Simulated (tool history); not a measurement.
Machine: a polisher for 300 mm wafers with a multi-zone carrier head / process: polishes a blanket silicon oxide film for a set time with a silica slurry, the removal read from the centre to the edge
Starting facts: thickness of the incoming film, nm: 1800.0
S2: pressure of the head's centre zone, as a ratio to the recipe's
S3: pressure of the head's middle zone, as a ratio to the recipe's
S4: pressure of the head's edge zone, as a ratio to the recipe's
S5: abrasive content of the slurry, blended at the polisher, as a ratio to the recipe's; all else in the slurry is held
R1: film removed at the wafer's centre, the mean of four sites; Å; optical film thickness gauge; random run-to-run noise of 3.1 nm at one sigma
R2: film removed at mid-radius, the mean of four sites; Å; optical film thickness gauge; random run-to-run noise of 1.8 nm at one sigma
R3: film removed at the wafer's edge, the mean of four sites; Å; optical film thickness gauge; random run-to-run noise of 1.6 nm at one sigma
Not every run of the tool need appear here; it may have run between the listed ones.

Run 1, hour 0.0: flow of slurry (ml/min) 295, S2 1.00, S3 1.00, S4 1.00, S5 1.00, polishing time (s) 58. Result: R1 2672.9 Å, R2 2636.1 Å, R3 2637.4 Å.
Run 2, hour 2.8: flow of slurry (ml/min) 295, S2 0.93, S3 1.00, S4 1.00, S5 1.00, polishing time (s) 58. Result: R1 2391.9 Å, R2 2667.6 Å, R3 2619.4 Å.
Run 3, hour 6.3: flow of slurry (ml/min) 295, S2 0.90, S3 1.00, S4 1.00, S5 1.00, polishing time (s) 58. Result: R1 2389.5 Å, R2 2608.3 Å, R3 2648.6 Å.
Run 4, hour 13.0: flow of slurry (ml/min) 295, S2 0.90, S3 1.00, S4 1.05, S5 1.00, polishing time (s) 58. Result: R1 2334.0 Å, R2 2635.8 Å, R3 2683.8 Å.
Run 5, hour 19.0: flow of slurry (ml/min) 290, S2 0.93, S3 1.01, S4 0.99, S5 0.95, polishing time (s) 58. Result: R1 2422.5 Å, R2 2632.9 Å, R3 2578.5 Å.
Run 6, hour 22.5: flow of slurry (ml/min) 290, S2 0.94, S3 1.01, S4 0.95, S5 0.90, polishing time (s) 58. Result: R1 2375.8 Å, R2 2615.6 Å, R3 2485.3 Å.
Run 7, hour 24.8: flow of slurry (ml/min) 285, S2 0.96, S3 1.00, S4 0.92, S5 0.85, polishing time (s) 58. Result: R1 2349.7 Å, R2 2568.7 Å, R3 2393.5 Å.
Run 8, hour 26.4: flow of slurry (ml/min) 280, S2 0.98, S3 0.99, S4 0.90, S5 0.85, polishing time (s) 58. Result: R1 2438.1 Å, R2 2487.3 Å, R3 2383.5 Å.
Run 9, hour 33.7: flow of slurry (ml/min) 275, S2 0.98, S3 0.99, S4 0.88, S5 0.85, polishing time (s) 58. Result: R1 2434.2 Å, R2 2523.9 Å, R3 2325.6 Å.
Run 10, hour 42.6: flow of slurry (ml/min) 265, S2 0.98, S3 0.98, S4 0.87, S5 0.85, polishing time (s) 58. Result: R1 2488.0 Å, R2 2516.6 Å, R3 2357.7 Å.
Run 11, hour 44.7: flow of slurry (ml/min) 265, S2 0.98, S3 0.98, S4 0.86, S5 0.85, polishing time (s) 58. Result: R1 2443.6 Å, R2 2461.0 Å, R3 2344.3 Å.
Run 12, hour 49.2: flow of slurry (ml/min) 265, S2 0.98, S3 0.98, S4 0.85, S5 0.85, polishing time (s) 58. Result: R1 2449.7 Å, R2 2471.9 Å, R3 2313.4 Å.
At hour 54.2: worn pad replaced by a new one.
Run 13, hour 54.2: flow of slurry (ml/min) 265, S2 0.98, S3 0.98, S4 0.84, S5 0.85, polishing time (s) 58. Result: R1 2619.4 Å, R2 2640.5 Å, R3 2451.0 Å.
Run 14, hour 61.6: flow of slurry (ml/min) 255, S2 0.99, S3 0.99, S4 0.86, S5 0.85, polishing time (s) 58. Result: R1 2631.6 Å, R2 2660.9 Å, R3 2474.0 Å.
Run 15, hour 69.9: flow of slurry (ml/min) 270, S2 0.99, S3 0.99, S4 0.86, S5 0.85, polishing time (s) 58. Result: R1 2593.2 Å, R2 2627.4 Å, R3 2514.6 Å.
Run 16, hour 72.1: flow of slurry (ml/min) 250, S2 0.98, S3 0.98, S4 0.86, S5 0.85, polishing time (s) 58. Result: R1 2645.3 Å, R2 2616.4 Å, R3 2439.1 Å.

Predict the results of run 17:
Run 17, hour 74.8: flow of slurry (ml/min) 230, S2 0.88, S3 0.91, S4 0.82, S5 0.80, polishing time (s) 58. Result: R1 ?, R2 ?, R3 ?.

R1: 2286.2 Å
R2: 2411.5 Å
R3: 2351.4 Å
